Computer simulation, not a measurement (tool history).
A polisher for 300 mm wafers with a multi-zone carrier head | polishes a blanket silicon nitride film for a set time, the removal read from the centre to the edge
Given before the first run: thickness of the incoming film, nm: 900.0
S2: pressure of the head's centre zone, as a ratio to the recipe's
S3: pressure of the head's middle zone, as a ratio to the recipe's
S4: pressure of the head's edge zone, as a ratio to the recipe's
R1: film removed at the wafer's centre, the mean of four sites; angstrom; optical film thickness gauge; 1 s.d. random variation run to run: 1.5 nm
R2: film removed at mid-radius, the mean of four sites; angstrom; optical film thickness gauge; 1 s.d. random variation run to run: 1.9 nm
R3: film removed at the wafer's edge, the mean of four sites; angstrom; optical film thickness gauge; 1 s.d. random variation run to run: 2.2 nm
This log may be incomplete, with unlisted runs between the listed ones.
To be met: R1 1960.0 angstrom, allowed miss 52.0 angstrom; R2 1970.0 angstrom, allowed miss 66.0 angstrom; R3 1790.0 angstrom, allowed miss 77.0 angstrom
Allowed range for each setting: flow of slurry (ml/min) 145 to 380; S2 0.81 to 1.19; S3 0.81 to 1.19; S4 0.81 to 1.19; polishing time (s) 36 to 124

{"run": 1, "hour": 0.0, "flow of slurry (ml/min)": 245, "S2": 1.0, "S3": 1.0, "S4": 1.0, "polishing time (s)": 79, "R1": 1579.1, "R2": 1540.1, "R3": 1625.1}
{"run": 2, "hour": 4.8, "flow of slurry (ml/min)": 245, "S2": 1.0, "S3": 1.03, "S4": 1.0, "polishing time (s)": 79, "R1": 1608.7, "R2": 1616.6, "R3": 1614.5}
{"run": 3, "hour": 13.3, "flow of slurry (ml/min)": 245, "S2": 1.0, "S3": 0.96, "S4": 1.0, "polishing time (s)": 79, "R1": 1580.1, "R2": 1520.8, "R3": 1579.5}
{"run": 4, "hour": 21.9, "flow of slurry (ml/min)": 245, "S2": 1.0, "S3": 0.88, "S4": 1.0, "polishing time (s)": 79, "R1": 1607.0, "R2": 1403.4, "R3": 1606.1}
{"run": 5, "hour": 25.2, "flow of slurry (ml/min)": 215, "S2": 1.0, "S3": 0.88, "S4": 1.0, "polishing time (s)": 79, "R1": 1569.3, "R2": 1377.7, "R3": 1549.2}
{"run": 6, "hour": 34.0, "flow of slurry (ml/min)": 215, "S2": 1.0, "S3": 0.88, "S4": 1.06, "polishing time (s)": 79, "R1": 1566.7, "R2": 1366.4, "R3": 1610.8}
{"hour": 41.3, "done": "slurry nozzle cleaned"}
{"run": 7, "hour": 41.3, "flow of slurry (ml/min)": 245, "S2": 1.03, "S3": 0.96, "S4": 1.04, "polishing time (s)": 80, "R1": 1761.9, "R2": 1596.0, "R3": 1684.8}
{"run": 8, "hour": 49.0, "flow of slurry (ml/min)": 280, "S2": 1.03, "S3": 1.0, "S4": 1.02, "polishing time (s)": 80, "R1": 1768.8, "R2": 1657.0, "R3": 1728.0}
{"run": 9, "hour": 50.9, "flow of slurry (ml/min)": 300, "S2": 1.04, "S3": 1.04, "S4": 1.0, "polishing time (s)": 80, "R1": 1822.1, "R2": 1735.5, "R3": 1713.7}
{"run": 10, "hour": 52.1, "flow of slurry (ml/min)": 315, "S2": 1.04, "S3": 1.07, "S4": 1.0, "polishing time (s)": 80, "R1": 1830.7, "R2": 1772.1, "R3": 1681.2}
{"run": 11, "hour": 53.4, "flow of slurry (ml/min)": 305, "S2": 1.06, "S3": 1.16, "S4": 1.07, "polishing time (s)": 85, "R1": 1953.7, "R2": 2041.5, "R3": 1845.3}

Which single option among these 5 for the next run brings every result within its allowed miss of target? Just one does.
{"run": "A", "hour": 54.7, "flow of slurry (ml/min)": 330, "S2": 1.1, "S3": 1.17, "S4": 1.08, "polishing time (s)": 81, "R1": "?", "R2": "?", "R3": "?"}
{"run": "B", "hour": 54.7, "flow of slurry (ml/min)": 300, "S2": 0.99, "S3": 1.11, "S4": 1.11, "polishing time (s)": 87, "R1": "?", "R2": "?", "R3": "?"}
{"run": "C", "hour": 54.7, "flow of slurry (ml/min)": 250, "S2": 1.0, "S3": 1.07, "S4": 1.02, "polishing time (s)": 93, "R1": "?", "R2": "?", "R3": "?"}
{"run": "D", "hour": 54.7, "flow of slurry (ml/min)": 275, "S2": 0.95, "S3": 0.93, "S4": 1.08, "polishing time (s)": 90, "R1": "?", "R2": "?", "R3": "?"}
{"run": "E", "hour": 54.7, "flow of slurry (ml/min)": 280, "S2": 1.03, "S3": 1.15, "S4": 1.04, "polishing time (s)": 83, "R1": "?", "R2": "?", "R3": "?"}

move=A R1=1930.2 R2=1981.2 R3=1772.6
move=B R1=1859.7 R2=2019.0 R3=1920.5
move=C R1=1970.5 R2=2058.0 R3=1945.3
move=D R1=1832.8 R2=1785.2 R3=1953.0
move=E R1=1830.3 R2=1973.8 R3=1764.5
A: every result lands within tolerance
B: meets the target for the result that was furthest off, but another lies outside its allowed miss
C: moves away from the targets compared with the last run
D: pushes the last run's worst result past its target
E: meets the target for the result that was furthest off, but another lies outside its allowed miss
The right move is A.
